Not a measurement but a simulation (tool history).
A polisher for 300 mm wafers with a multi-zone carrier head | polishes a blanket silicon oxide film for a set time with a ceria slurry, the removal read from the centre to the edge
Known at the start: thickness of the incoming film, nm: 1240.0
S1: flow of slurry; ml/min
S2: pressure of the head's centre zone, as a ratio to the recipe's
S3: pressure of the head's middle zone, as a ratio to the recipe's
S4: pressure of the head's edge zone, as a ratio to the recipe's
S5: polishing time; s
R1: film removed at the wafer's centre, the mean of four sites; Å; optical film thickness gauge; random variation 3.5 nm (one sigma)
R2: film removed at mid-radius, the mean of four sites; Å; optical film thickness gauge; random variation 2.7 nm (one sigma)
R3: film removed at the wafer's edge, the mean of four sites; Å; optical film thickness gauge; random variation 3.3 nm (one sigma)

{"run": 1, "hour": 0.0, "S1": 155, "S2": 1, "S3": 1, "S4": 1, "S5": 46, "R1": 1950.4, "R2": 1959.8, "R3": 2073.4}
{"run": 2, "hour": 2.5, "S1": 180, "S2": 1, "S3": 1, "S4": 1, "S5": 46, "R1": 2064.5, "R2": 2087.2, "R3": 2186.7}
{"run": 3, "hour": 5.6, "S1": 190, "S2": 1.01, "S3": 1.03, "S4": 1.01, "S5": 48, "R1": 2186.7, "R2": 2264.5, "R3": 2305.8}
{"run": 4, "hour": 12.4, "S1": 200, "S2": 1.02, "S3": 1.06, "S4": 1.02, "S5": 50, "R1": 2359.9, "R2": 2439.6, "R3": 2376.5}
{"run": 5, "hour": 14.4, "S1": 205, "S2": 1.01, "S3": 1.07, "S4": 1.03, "S5": 53, "R1": 2460.9, "R2": 2620.6, "R3": 2556}
{"run": 6, "hour": 19.7, "S1": 180, "S2": 1.01, "S3": 1.07, "S4": 1.03, "S5": 53, "R1": 2432.3, "R2": 2537.5, "R3": 2518.9}
{"run": 7, "hour": 25.1, "S1": 190, "S2": 1.01, "S3": 1.09, "S4": 1.05, "S5": 55, "R1": 2579.3, "R2": 2726.1, "R3": 2639.1}
{"run": 8, "hour": 27.5, "S1": 200, "S2": 1.01, "S3": 1.1, "S4": 1.06, "S5": 57, "R1": 2627.2, "R2": 2883.1, "R3": 2790.8}
{"run": 9, "hour": 29.0, "S1": 205, "S2": 1.02, "S3": 1.11, "S4": 1.07, "S5": 58, "R1": 2791.4, "R2": 2938.7, "R3": 2886.6}
{"run": 10, "hour": 30.9, "S1": 210, "S2": 1.02, "S3": 1.12, "S4": 1.07, "S5": 59, "R1": 2804.6, "R2": 3067.6, "R3": 2875}
{"run": 11, "hour": 39.2, "S1": 215, "S2": 1.02, "S3": 1.13, "S4": 1.08, "S5": 60, "R1": 2886.6, "R2": 3193.7, "R3": 2964.4}
{"run": 12, "hour": 47.5, "S1": 215, "S2": 1.02, "S3": 1.14, "S4": 1.09, "S5": 61, "R1": 2954.5, "R2": 3226.7, "R3": 3048.7}
{"run": 13, "hour": 51.4, "S1": 220, "S2": 1.02, "S3": 1.15, "S4": 1.09, "S5": 62, "R1": 3046.5, "R2": 3315.5, "R3": 3103.7}
{"run": 14, "hour": 58.5, "S1": 220, "S2": 1.02, "S3": 1.15, "S4": 1.09, "S5": 62, "R1": 3075.8, "R2": 3301.4, "R3": 3101.7}
{"run": 15, "hour": 67.0, "S1": 220, "S2": 1.01, "S3": 1.16, "S4": 1.09, "S5": 63, "R1": 3057.4, "R2": 3426.5, "R3": 3127.8}
{"hour": 68.3, "done": "slurry nozzle cleaned"}
{"run": 16, "hour": 68.3, "S1": 220, "S2": 1.01, "S3": 1.16, "S4": 1.09, "S5": 63, "R1": 3438.5, "R2": 3731.3, "R3": 3365.7}
{"run": 17, "hour": 69.4, "S1": 225, "S2": 1.01, "S3": 1.16, "S4": 1.1, "S5": 63, "R1": 3386.8, "R2": 3769, "R3": 3353.3}
{"run": 18, "hour": 72.4, "S1": 220, "S2": 1.01, "S3": 1.16, "S4": 1.1, "S5": 63, "R1": 3382.9, "R2": 3748.2, "R3": 3379.5}

The next listed run, before its measurement:
{"run": 19, "hour": 80.6, "S1": 215, "S2": 1.01, "S3": 1.16, "S4": 1.09, "S5": 63, "R1": "?", "R2": "?", "R3": "?"}

R1: 3425.3 Å
R2: 3660.6 Å
R3: 3358.1 Å
